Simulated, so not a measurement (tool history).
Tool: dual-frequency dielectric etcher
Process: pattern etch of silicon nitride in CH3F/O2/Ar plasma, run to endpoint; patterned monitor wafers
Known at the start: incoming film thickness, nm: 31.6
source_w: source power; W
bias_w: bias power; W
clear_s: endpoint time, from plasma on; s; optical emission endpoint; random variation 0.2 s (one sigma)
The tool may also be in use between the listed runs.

Run 1, hour 0: source_w 480 W, bias_w 62 W. Result: clear_s 44.659 s.
Run 2, hour 3.9: source_w 530 W, bias_w 62 W. Result: clear_s 43.408 s.
Run 3, hour 10.5: source_w 560 W, bias_w 63 W. Result: clear_s 42.123 s.
Run 4, hour 13.4: source_w 580 W, bias_w 64 W. Result: clear_s 41.359 s.
Run 5, hour 18: source_w 500 W, bias_w 64 W. Result: clear_s 43.585 s.
Run 6, hour 20.7: source_w 420 W, bias_w 64 W. Result: clear_s 46.166 s.
Run 7, hour 22: source_w 470 W, bias_w 65 W. Result: clear_s 44.311 s.
Run 8, hour 24.4: source_w 510 W, bias_w 66 W. Result: clear_s 42.976 s.
Run 9, hour 27.9: source_w 540 W, bias_w 67 W. Result: clear_s 42.032 s.
Run 10, hour 29.7: source_w 560 W, bias_w 68 W. Result: clear_s 41.271 s.

The next listed run, before its measurement:
Run 11, hour 32.1: source_w 580 W, bias_w 69 W. Result: clear_s ?.

{"run 11": {"clear_s": 40.342}}
